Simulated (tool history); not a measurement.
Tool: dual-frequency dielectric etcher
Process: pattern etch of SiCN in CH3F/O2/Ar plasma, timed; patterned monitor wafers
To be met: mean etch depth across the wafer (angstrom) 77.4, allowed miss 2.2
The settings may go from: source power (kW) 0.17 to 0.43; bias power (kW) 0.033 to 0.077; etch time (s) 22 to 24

run  hour  source power (kW)  bias power (kW)  etch time (s)  mean etch depth across the wafer (angstrom)
  1     0                0.3            0.055             24                                       67.216
  2   2.2                0.3            0.051             24                                       65.398
  3     3               0.33            0.051             24                                       67.838
  4    10               0.36            0.053             24                                       69.825
  5  16.4               0.38            0.056             24                                       72.736
  6  21.5               0.33            0.056             24                                       68.664
  7  22.7               0.36            0.059             24                                       71.842
  8  27.5               0.38            0.061             24                                       74.455

Which of these 4 next moves meets every target?
  A  32.3               0.43            0.055           23.5                                            ?
  B  32.3               0.43            0.063             24                                            ?
  C  32.3               0.34            0.066             24                                            ?
  D  32.3               0.38             0.06             24                                            ?

move  mean etch depth across the wafer (angstrom)
   A                                       74.465
   B                                       78.702
   C                                       73.693
   D                                       74.554
A: as far off as the last run
B: meets every target
C: further off than the last run
D: as far off as the last run
The right move is B.

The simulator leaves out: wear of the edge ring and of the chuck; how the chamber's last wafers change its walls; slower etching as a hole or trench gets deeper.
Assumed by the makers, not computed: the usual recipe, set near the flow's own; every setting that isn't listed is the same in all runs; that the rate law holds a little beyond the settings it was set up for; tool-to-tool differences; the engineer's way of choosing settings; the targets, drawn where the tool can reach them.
